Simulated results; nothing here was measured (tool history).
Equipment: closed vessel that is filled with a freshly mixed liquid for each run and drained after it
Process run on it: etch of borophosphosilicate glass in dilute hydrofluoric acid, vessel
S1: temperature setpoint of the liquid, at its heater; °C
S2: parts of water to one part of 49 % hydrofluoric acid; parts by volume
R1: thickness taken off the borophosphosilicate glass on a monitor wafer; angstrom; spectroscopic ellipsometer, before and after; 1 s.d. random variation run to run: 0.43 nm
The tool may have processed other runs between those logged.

{"run": 1, "hour": 0.0, "S1": 21, "S2": 130, "time in the liquid (s)": 145, "R1": 411.4}
{"run": 2, "hour": 5.0, "S1": 22.5, "S2": 130, "time in the liquid (s)": 145, "R1": 437.22}
{"run": 3, "hour": 13.9, "S1": 22.5, "S2": 155, "time in the liquid (s)": 145, "R1": 356.37}
{"run": 4, "hour": 20.7, "S1": 23.5, "S2": 135, "time in the liquid (s)": 145, "R1": 434.15}
{"run": 5, "hour": 27.2, "S1": 24.5, "S2": 120, "time in the liquid (s)": 145, "R1": 518.48}
{"run": 6, "hour": 30.8, "S1": 25, "S2": 105, "time in the liquid (s)": 145, "R1": 614.18}
{"run": 7, "hour": 39.6, "S1": 29, "S2": 55, "time in the liquid (s)": 145, "R1": 1473.1}

Predict the results of run 8:
{"run": 8, "hour": 47.3, "S1": 28.5, "S2": 55, "time in the liquid (s)": 145, "R1": "?"}

{"run 8": {"R1": 1436.2}}
